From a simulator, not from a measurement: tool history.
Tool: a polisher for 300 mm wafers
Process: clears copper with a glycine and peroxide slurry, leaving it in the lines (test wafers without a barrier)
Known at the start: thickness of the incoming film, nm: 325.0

run	hour	flow of slurry (ml/min)	pressure of the wafer on the pad (psi)	speed of the pad under the wafer (cm/s)	overpolish time after the end point (s)	time until the end point was called (s)	dishing of a wide line in a test structure (nm)
1	0	300	2	86	15	91.102	30.158
2	3.2	300	2.5	86	15	75.375	33.37
3	11.8	360	2.5	86	15	75.115	33.354
4	13.4	410	2.5	86	15	74.447	34.624
5	15.6	410	2.5	68	15	88.525	30.596
6	22.5	410	2.4	68	14	91.238	28.755
7	24.4	410	2.3	68	13	94.07	26.412

What does the tool deliver on the next run?
8	27.6	410	2.2	68	13	?	?

time until the end point was called (s): 95.887
dishing of a wide line in a test structure (nm): 27.622

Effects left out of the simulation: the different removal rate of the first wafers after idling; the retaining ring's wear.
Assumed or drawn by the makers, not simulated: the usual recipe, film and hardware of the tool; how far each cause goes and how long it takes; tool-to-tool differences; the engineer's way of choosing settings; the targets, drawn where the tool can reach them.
